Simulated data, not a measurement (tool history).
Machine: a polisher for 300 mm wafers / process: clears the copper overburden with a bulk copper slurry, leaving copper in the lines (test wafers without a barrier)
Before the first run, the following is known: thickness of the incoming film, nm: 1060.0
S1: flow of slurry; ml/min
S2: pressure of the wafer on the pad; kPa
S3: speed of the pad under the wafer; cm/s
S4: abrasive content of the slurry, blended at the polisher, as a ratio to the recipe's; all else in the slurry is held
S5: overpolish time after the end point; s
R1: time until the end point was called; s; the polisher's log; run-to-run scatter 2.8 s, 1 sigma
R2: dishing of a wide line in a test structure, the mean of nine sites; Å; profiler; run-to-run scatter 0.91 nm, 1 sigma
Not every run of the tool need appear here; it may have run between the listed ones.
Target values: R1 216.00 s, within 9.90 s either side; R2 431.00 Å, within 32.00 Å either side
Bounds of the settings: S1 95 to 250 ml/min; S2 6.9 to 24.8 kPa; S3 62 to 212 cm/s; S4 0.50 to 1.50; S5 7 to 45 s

{"run": 1, "hour": 0.0, "S1": 160, "S2": 15.9, "S3": 136, "S4": 1.0, "S5": 23, "R1": 128.59, "R2": 909.96}
{"run": 2, "hour": 1.3, "S1": 125, "S2": 15.9, "S3": 136, "S4": 1.0, "S5": 23, "R1": 139.03, "R2": 828.23}
{"run": 3, "hour": 6.0, "S1": 120, "S2": 13.8, "S3": 136, "S4": 1.0, "S5": 19, "R1": 155.08, "R2": 702.06}
{"run": 4, "hour": 12.0, "S1": 115, "S2": 12.4, "S3": 136, "S4": 1.0, "S5": 16, "R1": 170.67, "R2": 555.17}
{"run": 5, "hour": 13.6, "S1": 115, "S2": 11.0, "S3": 136, "S4": 1.0, "S5": 16, "R1": 188.7, "R2": 528.69}
{"run": 6, "hour": 21.4, "S1": 115, "S2": 11.0, "S3": 122, "S4": 1.0, "S5": 16, "R1": 206.93, "R2": 486.49}
{"run": 7, "hour": 24.3, "S1": 115, "S2": 11.0, "S3": 122, "S4": 1.0, "S5": 15, "R1": 205.1, "R2": 485.39}
{"run": 8, "hour": 27.5, "S1": 115, "S2": 11.0, "S3": 122, "S4": 1.0, "S5": 14, "R1": 204.65, "R2": 462.85}

Pick the move, out of 5, that brings all results within their allowed miss; only one does.
{"run": "A", "hour": 30.7, "S1": 105, "S2": 9.7, "S3": 130, "S4": 1.0, "S5": 14, "R1": "?", "R2": "?"}
{"run": "B", "hour": 30.7, "S1": 110, "S2": 7.6, "S3": 152, "S4": 1.05, "S5": 19, "R1": "?", "R2": "?"}
{"run": "C", "hour": 30.7, "S1": 160, "S2": 11.7, "S3": 98, "S4": 1.2, "S5": 18, "R1": "?", "R2": "?"}
{"run": "D", "hour": 30.7, "S1": 95, "S2": 9.7, "S3": 122, "S4": 0.95, "S5": 16, "R1": "?", "R2": "?"}
{"run": "E", "hour": 30.7, "S1": 105, "S2": 11.0, "S3": 128, "S4": 1.05, "S5": 17, "R1": "?", "R2": "?"}

move=A R1=216.24 R2=431.92
move=B R1=212.32 R2=536.95
move=C R1=216.52 R2=531.24
move=D R1=239.70 R2=442.32
move=E R1=198.05 R2=540.88
A: every result lands within tolerance
B: the worst result of the last run now meets its target, but another is out of spec
C: the worst result of the last run now meets its target, but another is out of spec
D: pushes the last run's worst result past its target
E: further off than the last run
Go with A: it meets all targets.
